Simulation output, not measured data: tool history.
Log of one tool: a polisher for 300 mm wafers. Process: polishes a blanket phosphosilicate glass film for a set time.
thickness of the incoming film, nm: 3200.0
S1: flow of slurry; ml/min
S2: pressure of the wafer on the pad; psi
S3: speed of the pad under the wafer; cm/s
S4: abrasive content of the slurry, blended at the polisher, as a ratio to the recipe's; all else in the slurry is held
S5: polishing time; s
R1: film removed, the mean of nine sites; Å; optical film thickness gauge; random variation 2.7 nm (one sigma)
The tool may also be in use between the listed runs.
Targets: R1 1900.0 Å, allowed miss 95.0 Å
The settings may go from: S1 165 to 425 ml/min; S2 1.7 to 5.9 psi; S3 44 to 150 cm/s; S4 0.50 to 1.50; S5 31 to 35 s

run    day   S1   S2  S3    S4  S5      R1
  1  0.000  275  3.8  96  1.00  35  4358.0
  2  0.088  275  3.8  82  1.00  35  3789.9
  3  0.450  275  3.8  68  1.00  35  3245.7
  4  0.683  275  4.3  68  1.00  35  3544.2
  5  1.042  275  4.3  68  1.00  31  3166.4
  6  1.175  225  4.3  68  1.00  31  3168.1
  7  1.300  225  3.7  66  1.00  31  2739.6
  8  1.596  225  3.7  66  1.00  31  2775.4
  9  1.671  225  3.2  64  1.00  31  2429.7
 10  1.754  225  2.9  64  1.00  31  2282.3
 11  2.125  225  2.7  64  1.00  31  2219.0
 12  2.179  225  2.5  64  1.00  31  2085.8
 13  2.288  225  2.4  64  1.00  31  2030.5
 14  2.362  225  2.3  64  1.00  31  2088.0

4 next moves are on the table. One of them brings every result within its allowed miss. Which?
  A  2.438  235  2.4  52  0.95  34   ?
  B  2.438  185  3.0  66  0.85  32   ?
  C  2.438  210  2.7  66  1.00  32   ?
  D  2.438  235  2.5  64  1.10  32   ?

move      R1
   A  1910.3
   B  2176.6
   C  2367.6
   D  2391.1
A: meets every target
B: further off than the last run
C: further off than the last run
D: further off than the last run
Answer: A

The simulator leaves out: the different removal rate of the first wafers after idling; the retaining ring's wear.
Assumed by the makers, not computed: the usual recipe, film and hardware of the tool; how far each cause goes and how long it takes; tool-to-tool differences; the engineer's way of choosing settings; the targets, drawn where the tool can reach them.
